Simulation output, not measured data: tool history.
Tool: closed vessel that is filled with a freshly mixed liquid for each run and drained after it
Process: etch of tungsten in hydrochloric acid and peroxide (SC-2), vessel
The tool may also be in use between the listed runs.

run    day  temperature setpoint of the liquid (K)  parts of water to one part each of 37 % hydrochloric acid and 30 % peroxide (parts by volume)  time in the liquid (s)  thickness taken off the tungsten on a monitor wafer (nm)
  1  0.000                                  327.15                                                                                            7.5                      30                                                    5.8448
  2  0.142                                  327.15                                                                                            6.5                      30                                                    6.5202
  3  0.458                                  325.15                                                                                            6.5                      30                                                    5.7518
  4  0.692                                  325.15                                                                                            4.0                      30                                                    8.1418
  5  1.054                                  321.15                                                                                            4.0                      30                                                    6.2316
  6  1.104                                  321.15                                                                                            4.0                      30                                                    6.2302

Expected results for the next run?
  7  1.429                                  313.15                                                                                            6.5                      30                                                         ?

{"run 7": {"thickness taken off the tungsten on a monitor wafer (nm)": 2.5462}}
